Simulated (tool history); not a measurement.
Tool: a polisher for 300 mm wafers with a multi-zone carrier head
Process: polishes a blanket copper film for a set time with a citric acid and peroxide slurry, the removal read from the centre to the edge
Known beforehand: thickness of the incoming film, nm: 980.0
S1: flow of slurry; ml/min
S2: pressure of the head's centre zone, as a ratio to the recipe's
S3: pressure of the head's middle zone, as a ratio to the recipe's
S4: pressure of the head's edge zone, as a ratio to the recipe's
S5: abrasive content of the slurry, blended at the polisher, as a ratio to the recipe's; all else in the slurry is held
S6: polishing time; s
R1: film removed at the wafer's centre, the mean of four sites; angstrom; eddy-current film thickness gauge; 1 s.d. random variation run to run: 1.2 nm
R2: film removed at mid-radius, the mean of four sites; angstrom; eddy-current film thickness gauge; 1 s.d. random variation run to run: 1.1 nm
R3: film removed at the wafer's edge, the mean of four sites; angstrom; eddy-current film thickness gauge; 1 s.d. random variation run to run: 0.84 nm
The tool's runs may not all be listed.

Run 1, hour 0.0: S1 300 ml/min, S2 1.00, S3 1.00, S4 1.00, S5 1.0, S6 61 s. Result: R1 1134.90 angstrom, R2 1170.40 angstrom, R3 1146.40 angstrom.
Run 2, hour 5.1: S1 305 ml/min, S2 1.03, S3 1.02, S4 0.96, S5 0.9, S6 55 s. Result: R1 1033.60 angstrom, R2 1082.00 angstrom, R3 1002.70 angstrom.
Run 3, hour 12.7: S1 305 ml/min, S2 1.03, S3 1.02, S4 0.89, S5 0.9, S6 55 s. Result: R1 1041.80 angstrom, R2 1034.70 angstrom, R3 968.44 angstrom.
Run 4, hour 14.4: S1 305 ml/min, S2 1.03, S3 1.02, S4 0.89, S5 0.9, S6 61 s. Result: R1 1183.00 angstrom, R2 1207.20 angstrom, R3 1057.60 angstrom.
Run 5, hour 18.2: S1 305 ml/min, S2 1.03, S3 1.02, S4 0.89, S5 0.9, S6 50 s. Result: R1 930.21 angstrom, R2 976.67 angstrom, R3 877.87 angstrom.
Run 6, hour 19.5: S1 305 ml/min, S2 1.03, S3 1.02, S4 0.94, S5 0.9, S6 50 s. Result: R1 957.74 angstrom, R2 999.32 angstrom, R3 904.09 angstrom.

Expected results for the next run?
At hour 25.1: slurry nozzle cleaned.
Run 7, hour 25.1: S1 305 ml/min, S2 1.05, S3 1.02, S4 0.91, S5 0.8, S6 48 s. Result: R1 ?, R2 ?, R3 ?.

Run 7 yielded R1 980.03 angstrom, R2 966.94 angstrom, R3 880.10 angstrom.
